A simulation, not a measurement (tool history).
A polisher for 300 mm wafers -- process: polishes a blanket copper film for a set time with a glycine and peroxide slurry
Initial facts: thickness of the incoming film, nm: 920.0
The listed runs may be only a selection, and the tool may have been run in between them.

| run | hour | flow of slurry (ml/min) | pressure of the wafer on the pad (psi) | speed of the pad under the wafer (m/s) | polishing time (s) | film removed (nm) |
|---|---|---|---|---|---|---|
| 1 | 0 | 305 | 2.7 | 0.76 | 106 | 369.32 |
| 2 | 4.9 | 305 | 2.9 | 0.76 | 106 | 388.86 |
| 3 | 10.8 | 305 | 3 | 0.76 | 106 | 397.76 |
| 4 | 17.9 | 305 | 3.1 | 0.76 | 106 | 407.63 |
| 5 | 22 | 305 | 3.2 | 0.76 | 106 | 414.02 |
| 6 | 27.1 | 305 | 3.2 | 0.58 | 106 | 344.81 |
| 7 | 32.3 | 305 | 3.9 | 0.6 | 106 | 400.24 |

Forecast run 8:
| 8 | 35.6 | 305 | 4 | 0.62 | 106 | ? |

film removed (nm): 421.75
